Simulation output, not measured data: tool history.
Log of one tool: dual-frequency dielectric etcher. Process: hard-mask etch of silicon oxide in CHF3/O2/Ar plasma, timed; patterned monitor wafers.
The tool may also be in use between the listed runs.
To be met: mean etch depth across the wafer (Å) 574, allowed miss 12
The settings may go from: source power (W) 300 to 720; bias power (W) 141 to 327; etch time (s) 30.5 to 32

| run | hour | source power (W) | bias power (W) | etch time (s) | mean etch depth across the wafer (Å) |
|---|---|---|---|---|---|
| 1 | 0 | 510 | 234 | 30.5 | 646.25 |
| 2 | 1.5 | 580 | 234 | 30.5 | 663.24 |
| 3 | 3.6 | 520 | 220 | 30.5 | 636.3 |
| 4 | 10.5 | 520 | 220 | 32 | 674.46 |
| 5 | 16.7 | 470 | 220 | 32 | 653.51 |
| 6 | 22.5 | 470 | 257 | 32 | 679.94 |
| 7 | 28 | 470 | 257 | 32 | 683.97 |
| 8 | 32.7 | 430 | 238 | 32 | 656.75 |
| 9 | 33.7 | 400 | 221 | 32 | 628.77 |
| 10 | 40.3 | 380 | 212 | 32 | 617.44 |
| 11 | 47.6 | 360 | 204 | 32 | 606.53 |

Which of these 4 next moves meets every target?
| A | 54.9 | 340 | 265 | 30.5 | ? |
| B | 54.9 | 360 | 165 | 32 | ? |
| C | 54.9 | 360 | 202 | 32 | ? |
| D | 54.9 | 450 | 212 | 31 | ? |

| move | mean etch depth across the wafer (Å) |
|---|---|
| A | 610.67 |
| B | 572.51 |
| C | 602.04 |
| D | 620.58 |
A: further off than the last run
B: meets every target
C: nearer than the last run, and not there yet
D: further off than the last run
Move B is the one to make.

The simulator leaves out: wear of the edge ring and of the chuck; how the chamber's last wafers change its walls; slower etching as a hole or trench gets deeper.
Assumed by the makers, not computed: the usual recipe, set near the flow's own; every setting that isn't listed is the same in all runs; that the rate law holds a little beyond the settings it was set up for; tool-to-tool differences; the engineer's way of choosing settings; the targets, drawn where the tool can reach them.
